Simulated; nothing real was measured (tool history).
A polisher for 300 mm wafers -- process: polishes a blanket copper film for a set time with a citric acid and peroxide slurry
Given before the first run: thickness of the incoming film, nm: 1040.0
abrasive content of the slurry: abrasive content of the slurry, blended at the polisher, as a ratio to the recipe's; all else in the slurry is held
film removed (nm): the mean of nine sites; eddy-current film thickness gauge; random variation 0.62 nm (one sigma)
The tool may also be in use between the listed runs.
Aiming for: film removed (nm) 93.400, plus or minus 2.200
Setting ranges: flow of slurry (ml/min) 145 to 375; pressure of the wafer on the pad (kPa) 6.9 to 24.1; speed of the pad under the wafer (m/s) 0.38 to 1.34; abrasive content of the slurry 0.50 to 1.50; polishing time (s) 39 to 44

run,hour,flow of slurry (ml/min),pressure of the wafer on the pad (kPa),speed of the pad under the wafer (m/s),abrasive content of the slurry,polishing time (s),film removed (nm)
1,0.0,240,15.2,0.86,1.00,44,65.741
2,2.3,250,16.5,0.86,1.00,44,69.245
3,5.0,250,18.6,0.86,1.00,44,75.665
4,6.4,250,18.6,0.86,0.80,44,71.320
5,7.3,250,18.6,0.86,0.95,44,74.824
6,9.0,250,20.0,0.86,0.95,44,77.647
7,13.3,250,20.0,0.86,0.95,44,79.425
8,15.5,250,21.4,0.86,0.95,44,81.913
9,17.9,260,22.1,0.86,0.95,44,84.298
10,24.2,260,22.8,0.86,0.95,44,86.635

Which of these 5 next moves meets every target?
A,30.5,250,22.8,0.90,0.95,43,?
B,30.5,315,23.4,0.92,0.90,44,?
C,30.5,285,21.4,1.14,0.75,44,?
D,30.5,230,24.1,0.80,1.15,41,?
E,30.5,250,20.7,0.92,0.95,41,?

move,film removed (nm)
A,87.844
B,94.541
C,100.500
D,82.326
E,79.630
A: moves toward the targets from the last run without getting all of them in spec
B: all results land within tolerance of their targets
C: takes the result that was furthest off past its target
D: lands further from the targets than the last run did
E: lands further from the targets than the last run did
Go with B: it meets all targets.
